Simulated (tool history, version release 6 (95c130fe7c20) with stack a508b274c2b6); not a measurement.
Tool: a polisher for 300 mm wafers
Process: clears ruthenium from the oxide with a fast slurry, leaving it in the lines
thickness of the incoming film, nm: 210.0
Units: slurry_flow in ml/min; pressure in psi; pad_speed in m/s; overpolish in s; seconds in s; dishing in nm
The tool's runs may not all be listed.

{"run": 1, "hour": 0.0, "slurry_flow": 265, "pressure": 2.7, "pad_speed": 1.0, "slurry_solids": 1.0, "overpolish": 12, "seconds": 50.22, "dishing": 40.078}
{"run": 2, "hour": 5.4, "slurry_flow": 265, "pressure": 2.7, "pad_speed": 1.0, "slurry_solids": 1.0, "overpolish": 13, "seconds": 49.238, "dishing": 42.234}
{"run": 3, "hour": 6.8, "slurry_flow": 265, "pressure": 2.7, "pad_speed": 1.18, "slurry_solids": 1.0, "overpolish": 13, "seconds": 44.624, "dishing": 46.777}
{"run": 4, "hour": 9.2, "slurry_flow": 265, "pressure": 2.7, "pad_speed": 1.36, "slurry_solids": 1.0, "overpolish": 13, "seconds": 39.99, "dishing": 51.284}
{"run": 5, "hour": 12.8, "slurry_flow": 265, "pressure": 2.6, "pad_speed": 1.36, "slurry_solids": 1.0, "overpolish": 14, "seconds": 41.441, "dishing": 53.257}
{"run": 6, "hour": 15.8, "slurry_flow": 265, "pressure": 2.6, "pad_speed": 1.36, "slurry_solids": 1.0, "overpolish": 11, "seconds": 42.313, "dishing": 41.793}
{"run": 7, "hour": 18.4, "slurry_flow": 265, "pressure": 2.5, "pad_speed": 1.34, "slurry_solids": 1.0, "overpolish": 12, "seconds": 45.616, "dishing": 43.556}
{"run": 8, "hour": 21.5, "slurry_flow": 265, "pressure": 2.4, "pad_speed": 1.36, "slurry_solids": 1.0, "overpolish": 13, "seconds": 46.128, "dishing": 47.307}
{"run": 9, "hour": 28.9, "slurry_flow": 265, "pressure": 2.4, "pad_speed": 1.38, "slurry_solids": 1.0, "overpolish": 14, "seconds": 44.783, "dishing": 49.259}
{"hour": 29.9, "done": "worn pad replaced by a new one"}
{"run": 10, "hour": 29.9, "slurry_flow": 265, "pressure": 2.4, "pad_speed": 1.38, "slurry_solids": 1.0, "overpolish": 15, "seconds": 42.546, "dishing": 52.832}
{"run": 11, "hour": 36.2, "slurry_flow": 265, "pressure": 2.3, "pad_speed": 1.36, "slurry_solids": 1.0, "overpolish": 16, "seconds": 44.621, "dishing": 55.918}

Forecast run 12:
{"run": 12, "hour": 41.4, "slurry_flow": 265, "pressure": 2.2, "pad_speed": 1.36, "slurry_solids": 1.0, "overpolish": 16, "seconds": "?", "dishing": "?"}

seconds: 45.996 s
dishing: 53.654 nm

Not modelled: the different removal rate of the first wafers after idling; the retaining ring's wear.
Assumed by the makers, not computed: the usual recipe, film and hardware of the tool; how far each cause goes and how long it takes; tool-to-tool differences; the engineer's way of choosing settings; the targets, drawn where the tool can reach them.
